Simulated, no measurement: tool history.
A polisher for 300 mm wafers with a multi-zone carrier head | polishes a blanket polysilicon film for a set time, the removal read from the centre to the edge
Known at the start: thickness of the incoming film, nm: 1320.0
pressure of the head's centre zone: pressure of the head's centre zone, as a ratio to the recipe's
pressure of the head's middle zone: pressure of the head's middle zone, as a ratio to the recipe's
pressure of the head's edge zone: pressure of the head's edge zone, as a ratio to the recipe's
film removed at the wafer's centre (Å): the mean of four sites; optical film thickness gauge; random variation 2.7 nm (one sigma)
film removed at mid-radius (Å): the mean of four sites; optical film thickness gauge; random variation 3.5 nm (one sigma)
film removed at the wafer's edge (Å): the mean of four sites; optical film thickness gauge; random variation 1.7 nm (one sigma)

run	hour	flow of slurry (ml/min)	pressure of the head's centre zone	pressure of the head's middle zone	pressure of the head's edge zone	polishing time (s)	film removed at the wafer's centre (Å)	film removed at mid-radius (Å)	film removed at the wafer's edge (Å)
1	0.0	205	1.00	1.00	1.00	40	3367.9	3449.8	3359.7
2	2.0	205	1.00	1.02	0.97	37	3151.2	3206.5	3064.1
3	4.8	205	1.00	0.99	0.97	37	3182.4	3122.0	3102.0
4	9.7	205	1.00	1.02	0.95	35	3006.7	3022.3	2854.9
5	11.8	200	0.99	1.04	0.93	34	2824.7	2944.1	2747.3
6	18.1	200	0.99	1.04	0.93	43	3638.4	3689.1	3500.1
7	21.6	200	0.99	1.04	0.93	43	3567.0	3742.5	3474.6
8	24.3	200	0.99	1.06	0.91	40	3365.6	3545.1	3192.7
9	28.1	200	0.99	1.07	0.90	37	3173.4	3356.2	2934.6
10	35.0	200	0.98	1.07	0.89	35	2929.8	3107.5	2782.2
11	38.4	200	0.98	1.08	0.88	33	2715.7	2926.4	2608.4
12	40.3	200	0.98	1.09	0.87	32	2713.8	2885.3	2490.8
13	41.9	195	0.97	1.10	0.86	31	2538.7	2853.8	2387.6
14	50.5	190	0.97	1.10	0.85	30	2484.2	2770.6	2329.3
15	51.1	185	0.97	1.10	0.84	29	2315.0	2629.8	2198.8
16	55.6	180	0.98	1.10	0.83	29	2369.2	2605.0	2159.3
17	59.5	175	0.98	1.10	0.83	29	2365.4	2580.4	2183.3
18	64.5	170	0.98	1.11	0.83	29	2371.3	2654.4	2178.3
19	73.3	170	0.98	1.11	0.83	29	2339.5	2647.7	2159.5
20	79.5	165	0.98	1.11	0.83	29	2378.5	2608.7	2174.0
21	86.4	160	0.97	1.13	0.81	27	2148.7	2478.9	1990.0
22	94.8	165	0.97	1.13	0.81	27	2109.2	2384.3	1967.6
23	98.0	170	0.97	1.13	0.81	27	2192.6	2484.1	2014.5
24	101.8	175	0.97	1.13	0.81	27	2197.3	2486.5	1985.2
25	107.1	185	0.99	1.14	0.87	28	2299.2	2590.4	2151.1
26	111.2	180	0.99	1.14	0.87	28	2301.4	2672.7	2143.1

Forecast run 27:
27	112.1	175	1.00	1.10	0.84	27	?	?	?

Run 27 gave film removed at the wafer's centre (Å) 2214.0, film removed at mid-radius (Å) 2449.0, film removed at the wafer's edge (Å) 2028.7.
